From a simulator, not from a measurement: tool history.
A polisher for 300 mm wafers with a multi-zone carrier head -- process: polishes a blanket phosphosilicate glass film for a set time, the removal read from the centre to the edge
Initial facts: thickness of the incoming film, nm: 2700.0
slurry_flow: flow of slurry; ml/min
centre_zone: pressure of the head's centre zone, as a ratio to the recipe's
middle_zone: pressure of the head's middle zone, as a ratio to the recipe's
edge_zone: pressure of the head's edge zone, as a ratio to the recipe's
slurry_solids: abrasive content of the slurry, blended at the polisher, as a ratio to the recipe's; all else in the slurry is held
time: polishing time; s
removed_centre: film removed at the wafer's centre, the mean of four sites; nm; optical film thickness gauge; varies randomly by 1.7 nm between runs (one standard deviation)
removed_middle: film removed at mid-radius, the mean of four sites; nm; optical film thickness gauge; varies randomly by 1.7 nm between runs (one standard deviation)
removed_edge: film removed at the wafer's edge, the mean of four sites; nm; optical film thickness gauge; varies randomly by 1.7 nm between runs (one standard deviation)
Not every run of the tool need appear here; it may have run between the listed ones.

run,day,slurry_flow,centre_zone,middle_zone,edge_zone,slurry_solids,time,removed_centre,removed_middle,removed_edge
1,0.000,250,1.00,1.00,1.00,1.00,50,522.88,523.69,518.43
2,0.362,240,1.02,0.95,1.00,0.90,44,442.48,421.53,435.06
3,0.542,235,1.05,0.92,1.01,0.80,40,392.81,354.59,376.42
4,0.750,230,1.07,0.89,1.02,0.75,37,356.07,302.81,338.81
5,0.938,230,1.10,0.89,1.02,0.75,37,365.01,300.08,339.61
6,1.171,220,1.10,0.87,1.01,0.70,36,340.77,273.49,309.27
7,1.229,205,1.10,0.86,1.01,0.65,36,322.73,260.33,302.55
8,1.288,195,1.11,0.85,0.99,0.60,36,309.31,247.93,283.22
9,1.629,185,1.12,0.84,0.99,0.60,36,313.81,243.68,282.97
10,1.729,180,1.12,0.83,0.99,0.60,36,311.21,239.06,279.80

Run 11 comes next. What will it give?
11,1.962,175,1.12,0.83,0.99,0.60,36,?,?,?

Run 11 gave removed_centre 310.19 nm, removed_middle 237.00 nm, removed_edge 280.82 nm.
